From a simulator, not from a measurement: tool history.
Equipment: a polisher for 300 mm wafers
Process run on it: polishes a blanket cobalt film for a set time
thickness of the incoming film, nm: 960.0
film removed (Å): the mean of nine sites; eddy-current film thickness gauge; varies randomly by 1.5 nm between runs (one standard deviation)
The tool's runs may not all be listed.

run  hour  flow of slurry (ml/min)  pressure of the wafer on the pad (psi)  speed of the pad under the wafer (cm/s)  polishing time (s)  film removed (Å)
  1     0                      205                                     1.2                                       80                  73            1580.5
  2   1.8                      205                                     1.1                                       80                  73            1469.9
  3     3                      205                                       1                                       80                  73            1310.2
  4   9.6                      205                                     0.9                                       80                  73            1201.2
  5  17.5                      205                                       1                                       80                  73            1302.9
  6  24.7                      205                                     0.9                                       80                  73            1214.6

Estimate the outcome of run 7 from the log above:
  7  26.9                      205                                     0.8                                       80                  73                 ?

film removed (Å): 1047.7
